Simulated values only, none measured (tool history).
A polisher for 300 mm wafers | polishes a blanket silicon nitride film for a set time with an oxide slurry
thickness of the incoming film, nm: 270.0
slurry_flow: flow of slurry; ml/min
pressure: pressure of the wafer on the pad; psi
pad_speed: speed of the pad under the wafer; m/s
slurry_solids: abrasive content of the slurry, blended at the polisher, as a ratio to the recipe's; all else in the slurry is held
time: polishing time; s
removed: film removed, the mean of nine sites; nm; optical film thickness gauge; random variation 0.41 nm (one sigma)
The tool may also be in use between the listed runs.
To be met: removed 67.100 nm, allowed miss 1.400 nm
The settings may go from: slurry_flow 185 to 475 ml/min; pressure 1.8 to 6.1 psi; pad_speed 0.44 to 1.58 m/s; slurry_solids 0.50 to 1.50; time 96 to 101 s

run  hour  slurry_flow  pressure  pad_speed  slurry_solids  time  removed
  1   0.0          305       3.9       1.00           1.00    96   59.530
  2   7.1          310       4.0       1.00           1.00    96   60.244
  3  14.9          310       4.1       1.00           1.00    96   61.459
  4  23.1          310       4.3       1.00           1.00    96   63.574
  5  25.1          310       4.3       1.00           0.80    96   56.728
  6  28.2          310       4.4       1.00           0.80    96   58.448
  7  29.0          310       4.5       1.00           0.80    96   60.180
  8  37.8          310       4.6       1.00           0.80    96   60.952
  9  39.2          310       4.7       1.00           0.80    96   61.699
 10  47.0          310       4.8       1.00           0.80    96   63.188
 11  53.6          315       5.0       1.00           0.80    96   65.631

Which of these 5 next moves meets every target?
  A  60.2          320       4.6       0.88           0.95   101        ?
  B  60.2          330       4.9       0.94           0.80    99        ?
  C  60.2          330       5.5       1.04           0.65   100        ?
  D  60.2          305       4.5       1.10           0.80    97        ?
  E  60.2          315       4.9       0.88           0.85   100        ?

move  removed
   A   64.367
   B   63.637
   C   67.107
   D   64.044
   E   63.370
A: further off than the last run
B: further off than the last run
C: meets every target
D: further off than the last run
E: further off than the last run
The right move is C.
